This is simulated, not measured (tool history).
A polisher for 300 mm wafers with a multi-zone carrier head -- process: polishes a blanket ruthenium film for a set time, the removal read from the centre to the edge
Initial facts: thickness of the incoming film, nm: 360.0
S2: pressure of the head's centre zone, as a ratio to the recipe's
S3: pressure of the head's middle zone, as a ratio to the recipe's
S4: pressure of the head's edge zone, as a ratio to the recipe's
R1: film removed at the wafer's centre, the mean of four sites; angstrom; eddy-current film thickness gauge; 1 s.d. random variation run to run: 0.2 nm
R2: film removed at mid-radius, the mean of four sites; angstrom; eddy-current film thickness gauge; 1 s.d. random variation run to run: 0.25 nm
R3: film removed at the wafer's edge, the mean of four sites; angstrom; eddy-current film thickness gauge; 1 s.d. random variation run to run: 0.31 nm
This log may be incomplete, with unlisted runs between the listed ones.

Run 1, hour 0: flow of slurry (ml/min) 265, S2 1, S3 1, S4 1, polishing time (s) 77. Result: R1 671.29 angstrom, R2 663.68 angstrom, R3 643.22 angstrom.
Run 2, hour 1.6: flow of slurry (ml/min) 245, S2 0.96, S3 0.99, S4 0.96, polishing time (s) 67. Result: R1 558.13 angstrom, R2 567.57 angstrom, R3 544.84 angstrom.
Run 3, hour 3.4: flow of slurry (ml/min) 235, S2 0.92, S3 0.99, S4 0.94, polishing time (s) 60. Result: R1 469.86 angstrom, R2 505.79 angstrom, R3 488.5 angstrom.
Run 4, hour 12.1: flow of slurry (ml/min) 235, S2 0.92, S3 0.99, S4 0.94, polishing time (s) 43. Result: R1 340.66 angstrom, R2 358.04 angstrom, R3 348.78 angstrom.
Run 5, hour 13.5: flow of slurry (ml/min) 235, S2 0.9, S3 1, S4 0.93, polishing time (s) 42. Result: R1 322.58 angstrom, R2 358.86 angstrom, R3 336.05 angstrom.
Run 6, hour 19.6: flow of slurry (ml/min) 235, S2 0.9, S3 1, S4 0.93, polishing time (s) 35. Result: R1 270.26 angstrom, R2 298.18 angstrom, R3 282.82 angstrom.
Run 7, hour 24.1: flow of slurry (ml/min) 235, S2 0.9, S3 1, S4 0.93, polishing time (s) 35. Result: R1 269.42 angstrom, R2 299.7 angstrom, R3 282.94 angstrom.
Run 8, hour 31.7: flow of slurry (ml/min) 230, S2 0.9, S3 1.02, S4 0.95, polishing time (s) 37. Result: R1 283.45 angstrom, R2 320.52 angstrom, R3 303.44 angstrom.
Run 9, hour 38.5: flow of slurry (ml/min) 225, S2 0.91, S3 1.04, S4 0.96, polishing time (s) 38. Result: R1 296.67 angstrom, R2 331.83 angstrom, R3 307.1 angstrom.

What does the tool deliver on the next run?
Run 10, hour 45.1: flow of slurry (ml/min) 225, S2 0.91, S3 1.05, S4 0.98, polishing time (s) 39. Result: R1 ?, R2 ?, R3 ?.

{"run 10": {"R1": 306.91, "R2": 343.37, "R3": 321.99}}
